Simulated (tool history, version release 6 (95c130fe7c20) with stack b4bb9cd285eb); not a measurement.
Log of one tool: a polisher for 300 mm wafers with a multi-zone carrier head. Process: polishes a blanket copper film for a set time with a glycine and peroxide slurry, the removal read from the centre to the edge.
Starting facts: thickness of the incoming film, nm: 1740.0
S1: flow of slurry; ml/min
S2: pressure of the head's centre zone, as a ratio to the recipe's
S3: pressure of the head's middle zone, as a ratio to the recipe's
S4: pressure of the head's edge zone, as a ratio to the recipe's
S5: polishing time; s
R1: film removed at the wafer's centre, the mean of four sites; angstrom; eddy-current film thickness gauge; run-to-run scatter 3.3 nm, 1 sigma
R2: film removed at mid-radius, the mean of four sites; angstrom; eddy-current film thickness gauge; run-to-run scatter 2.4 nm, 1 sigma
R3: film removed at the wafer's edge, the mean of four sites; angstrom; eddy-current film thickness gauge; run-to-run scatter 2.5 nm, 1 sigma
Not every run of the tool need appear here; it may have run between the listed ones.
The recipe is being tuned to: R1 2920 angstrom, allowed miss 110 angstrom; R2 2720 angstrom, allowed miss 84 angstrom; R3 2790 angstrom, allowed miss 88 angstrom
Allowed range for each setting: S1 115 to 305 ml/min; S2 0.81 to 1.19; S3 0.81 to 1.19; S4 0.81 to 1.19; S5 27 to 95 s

run  hour   S1    S2    S3    S4  S5      R1      R2      R3
  1     0  195     1     1     1  61  2064.4  2059.8  2013.9
  2   7.6  195     1     1  0.95  61  2036.6    2064  1959.7
  3  13.2  205  1.02  1.01     1  65  2230.7  2272.1  2178.2
  4  18.9  205  1.02  1.01     1  55  1901.5  1901.5  1847.2
  5    27  205  1.02  1.01  0.93  55  1931.6  1921.3  1756.9
  6  34.1  205  0.96  1.01  0.93  55  1779.7  1909.9  1754.4
  7  40.8  215     1  1.02  0.99  60  2068.7  2119.4  1980.5
  8  48.1  210  1.03  1.03  1.03  64  2265.4  2251.8  2173.5
  9  51.2  215  1.05  1.04  1.07  67  2415.4  2394.9  2304.6

Which single option among these 5 for the next run brings every result within its allowed miss of target? Just one does.
  A  54.3  150  0.91  1.01  1.17  86   ?   ?   ?
  B  54.3  230   1.1  1.03  1.19  76   ?   ?   ?
  C  54.3  165  0.94  0.93  1.18  87   ?   ?   ?
  D  54.3  185  0.98  0.97  1.07  82   ?   ?   ?
  E  54.3  255  1.05  1.16  0.96  51   ?   ?   ?

move      R1      R2      R3
   A  2512.2  2773.8  2955.6
   B  2921.7  2677.5  2779.5
   C  2684.4  2686.6  3048.5
   D  2702.8  2670.4  2786.2
   E  1899.8  2000.1  1705.6
A: carries the result that was furthest off beyond its target, to the other side
B: every result lands within tolerance
C: carries the result that was furthest off beyond its target, to the other side
D: the worst result of the last run now meets its target, but another is out of spec
E: the biggest miss grows against the last run
B is the move that brings every result within its allowed miss.
